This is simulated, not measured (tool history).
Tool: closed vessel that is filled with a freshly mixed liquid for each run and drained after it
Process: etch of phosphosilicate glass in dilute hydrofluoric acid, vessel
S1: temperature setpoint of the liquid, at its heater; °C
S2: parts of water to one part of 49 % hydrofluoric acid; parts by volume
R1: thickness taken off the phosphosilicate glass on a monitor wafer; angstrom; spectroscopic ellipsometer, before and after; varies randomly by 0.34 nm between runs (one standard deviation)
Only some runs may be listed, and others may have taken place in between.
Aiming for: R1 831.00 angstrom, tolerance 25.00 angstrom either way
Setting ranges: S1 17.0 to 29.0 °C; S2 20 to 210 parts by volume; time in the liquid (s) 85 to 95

{"run": 1, "hour": 0.0, "S1": 21.0, "S2": 115, "time in the liquid (s)": 85, "R1": 397.39}
{"run": 2, "hour": 7.9, "S1": 22.5, "S2": 105, "time in the liquid (s)": 85, "R1": 469.06}
{"run": 3, "hour": 15.7, "S1": 22.5, "S2": 120, "time in the liquid (s)": 85, "R1": 398.28}
{"run": 4, "hour": 17.9, "S1": 22.5, "S2": 95, "time in the liquid (s)": 85, "R1": 519.35}
{"run": 5, "hour": 19.2, "S1": 25.0, "S2": 95, "time in the liquid (s)": 85, "R1": 580.14}
{"run": 6, "hour": 20.1, "S1": 26.0, "S2": 90, "time in the liquid (s)": 85, "R1": 641.19}
{"run": 7, "hour": 26.4, "S1": 29.0, "S2": 75, "time in the liquid (s)": 85, "R1": 882.0}
{"run": 8, "hour": 33.2, "S1": 28.5, "S2": 75, "time in the liquid (s)": 85, "R1": 859.46}

Consider the 5 candidate settings below. Which is the only one whose results all fall within their allowed miss of target?
{"run": "A", "hour": 40.0, "S1": 27.5, "S2": 70, "time in the liquid (s)": 85, "R1": "?"}
{"run": "B", "hour": 40.0, "S1": 28.5, "S2": 70, "time in the liquid (s)": 85, "R1": "?"}
{"run": "C", "hour": 40.0, "S1": 27.0, "S2": 70, "time in the liquid (s)": 85, "R1": "?"}
{"run": "D", "hour": 40.0, "S1": 26.5, "S2": 75, "time in the liquid (s)": 95, "R1": "?"}
{"run": "E", "hour": 40.0, "S1": 27.5, "S2": 75, "time in the liquid (s)": 85, "R1": "?"}

move=A R1=893.60
move=B R1=929.29
move=C R1=876.16
move=D R1=889.96
move=E R1=828.23
A: the biggest miss grows against the last run
B: the biggest miss grows against the last run
C: the biggest miss grows against the last run
D: the biggest miss grows against the last run
E: in spec on every target
The right move is E.
